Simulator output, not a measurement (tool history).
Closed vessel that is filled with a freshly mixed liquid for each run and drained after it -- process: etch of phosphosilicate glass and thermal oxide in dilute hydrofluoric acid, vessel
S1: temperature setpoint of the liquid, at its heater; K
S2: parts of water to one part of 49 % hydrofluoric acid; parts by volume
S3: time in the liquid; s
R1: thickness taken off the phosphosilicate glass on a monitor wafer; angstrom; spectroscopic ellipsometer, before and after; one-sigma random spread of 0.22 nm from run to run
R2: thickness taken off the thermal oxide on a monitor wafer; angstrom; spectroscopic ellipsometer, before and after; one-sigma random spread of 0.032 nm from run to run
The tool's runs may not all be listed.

| run | day | S1 | S2 | S3 | R1 | R2 |
|---|---|---|---|---|---|---|
| 1 | 0 | 294.15 | 215 | 70 | 280.34 | 11.835 |
| 2 | 0.092 | 297.15 | 215 | 70 | 311.92 | 14.591 |
| 3 | 0.229 | 296.15 | 225 | 70 | 283.61 | 11.835 |
| 4 | 0.588 | 296.15 | 230 | 70 | 274.1 | 12.854 |
| 5 | 0.95 | 295.15 | 235 | 70 | 257.37 | 11.983 |
| 6 | 1.2 | 295.15 | 235 | 80 | 296.26 | 13.131 |

Forecast run 7:
| 7 | 1.338 | 294.15 | 245 | 80 | ? | ? |

{"run 7": {"R1": 272.35, "R2": 11.898}}
